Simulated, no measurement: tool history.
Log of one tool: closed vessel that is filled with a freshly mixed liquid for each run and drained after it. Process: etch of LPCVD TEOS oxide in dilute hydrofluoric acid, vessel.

run	hour	temperature setpoint of the liquid (C)	parts of water to one part of 49 % hydrofluoric acid (parts by volume)	time in the liquid (s)	thickness taken off the LPCVD TEOS oxide on a monitor wafer (nm)
1	0	23	115	30	4.5041
2	5.1	25.5	90	30	6.5397
3	7.4	27	75	30	8.4235
4	9.4	27	75	30	8.4662
5	16.7	28	70	30	9.5229
6	21.6	29	65	30	10.64
7	22.8	31	50	30	15.43
8	27.4	30.5	50	30	15.144
9	32.4	30	50	30	14.811

Forecast run 10:
10	39.7	29.5	50	30	?

Run 10 gave thickness taken off the LPCVD TEOS oxide on a monitor wafer (nm) 14.504.

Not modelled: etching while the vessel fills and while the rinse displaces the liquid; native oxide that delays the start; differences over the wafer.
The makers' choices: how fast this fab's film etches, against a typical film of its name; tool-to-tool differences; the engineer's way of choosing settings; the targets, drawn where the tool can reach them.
